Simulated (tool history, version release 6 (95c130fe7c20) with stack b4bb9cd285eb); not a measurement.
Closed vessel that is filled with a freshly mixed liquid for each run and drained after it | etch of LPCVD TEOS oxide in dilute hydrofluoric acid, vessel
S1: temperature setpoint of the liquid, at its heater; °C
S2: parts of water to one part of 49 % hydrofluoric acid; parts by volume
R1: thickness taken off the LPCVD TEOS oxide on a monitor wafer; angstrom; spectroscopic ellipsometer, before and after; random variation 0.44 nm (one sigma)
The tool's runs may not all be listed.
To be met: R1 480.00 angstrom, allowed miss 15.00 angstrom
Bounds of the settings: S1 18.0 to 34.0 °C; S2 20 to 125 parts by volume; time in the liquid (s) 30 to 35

Run 1, hour 0.0: S1 26.0 °C, S2 70 parts by volume, time in the liquid (s) 35. Result: R1 269.38 angstrom.
Run 2, hour 8.2: S1 26.0 °C, S2 70 parts by volume, time in the liquid (s) 30. Result: R1 227.94 angstrom.
Run 3, hour 9.3: S1 27.5 °C, S2 65 parts by volume, time in the liquid (s) 30. Result: R1 263.95 angstrom.
Run 4, hour 13.2: S1 28.5 °C, S2 60 parts by volume, time in the liquid (s) 30. Result: R1 301.53 angstrom.
Run 5, hour 19.3: S1 29.5 °C, S2 55 parts by volume, time in the liquid (s) 30. Result: R1 346.40 angstrom.
Run 6, hour 26.9: S1 30.5 °C, S2 55 parts by volume, time in the liquid (s) 30. Result: R1 355.08 angstrom.
Run 7, hour 34.6: S1 30.5 °C, S2 55 parts by volume, time in the liquid (s) 30. Result: R1 358.49 angstrom.
Run 8, hour 37.7: S1 31.0 °C, S2 55 parts by volume, time in the liquid (s) 30. Result: R1 359.76 angstrom.
Run 9, hour 42.0: S1 31.5 °C, S2 55 parts by volume, time in the liquid (s) 30. Result: R1 370.96 angstrom.
Run 10, hour 49.4: S1 34.0 °C, S2 45 parts by volume, time in the liquid (s) 30. Result: R1 515.03 angstrom.

Which of these 4 next moves meets every target?
Run A, hour 56.8: S1 34.0 °C, S2 55 parts by volume, time in the liquid (s) 35. Result: R1 ?.
Run B, hour 56.8: S1 34.0 °C, S2 50 parts by volume, time in the liquid (s) 35. Result: R1 ?.
Run C, hour 56.8: S1 33.0 °C, S2 50 parts by volume, time in the liquid (s) 35. Result: R1 ?.
Run D, hour 56.8: S1 30.0 °C, S2 45 parts by volume, time in the liquid (s) 35. Result: R1 ?.

move      R1
   A  476.27
   B  528.33
   C  508.55
   D  506.91
A: meets every target
B: further off than the last run
C: nearer than the last run, and not there yet
D: nearer than the last run, and not there yet
Move A is the one to make.
